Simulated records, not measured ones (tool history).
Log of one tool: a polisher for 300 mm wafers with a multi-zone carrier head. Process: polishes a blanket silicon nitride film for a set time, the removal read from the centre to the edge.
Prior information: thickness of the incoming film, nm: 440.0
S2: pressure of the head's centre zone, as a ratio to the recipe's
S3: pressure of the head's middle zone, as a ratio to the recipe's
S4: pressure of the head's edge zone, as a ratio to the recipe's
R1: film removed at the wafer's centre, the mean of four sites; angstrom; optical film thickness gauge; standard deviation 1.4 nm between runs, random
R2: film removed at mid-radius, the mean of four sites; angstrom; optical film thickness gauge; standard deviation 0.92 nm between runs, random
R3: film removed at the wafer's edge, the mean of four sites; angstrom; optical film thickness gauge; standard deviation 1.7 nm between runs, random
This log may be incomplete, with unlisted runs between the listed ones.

run 1 hour=0 | flow_of_slurry_(ml/min)=210 S2=1 S3=1 S4=1 polishing_time_(s)=56 | R1=1838.5 R2=1879.3 R3=1828.6
run 2 hour=3.8 | flow_of_slurry_(ml/min)=210 S2=1 S3=1 S4=1 polishing_time_(s)=42 | R1=1367 R2=1409.1 R3=1337.1
run 3 hour=9 | flow_of_slurry_(ml/min)=210 S2=1 S3=1 S4=1 polishing_time_(s)=55 | R1=1807 R2=1845 R3=1803.1
run 4 hour=11.1 | flow_of_slurry_(ml/min)=210 S2=1 S3=0.97 S4=0.95 polishing_time_(s)=52 | R1=1739.4 R2=1679.4 R3=1677.9
run 5 hour=13.3 | flow_of_slurry_(ml/min)=210 S2=1.05 S3=0.97 S4=0.95 polishing_time_(s)=52 | R1=1774.7 R2=1693 R3=1691.4
run 6 hour=14.9 | flow_of_slurry_(ml/min)=245 S2=1.05 S3=0.97 S4=0.95 polishing_time_(s)=52 | R1=1822.5 R2=1716.3 R3=1677.5
run 7 hour=20.5 | flow_of_slurry_(ml/min)=270 S2=1.03 S3=0.96 S4=0.94 polishing_time_(s)=48 | R1=1658.4 R2=1587.8 R3=1558.8

Run 8, settings as shown, results not yet in. Your forecast:
run 8 hour=25.2 | flow_of_slurry_(ml/min)=270 S2=1.04 S3=0.96 S4=0.92 polishing_time_(s)=46 | R1=? R2=? R3=?

{"run 8": {"R1": 1617.4, "R2": 1539.8, "R3": 1477.2}}
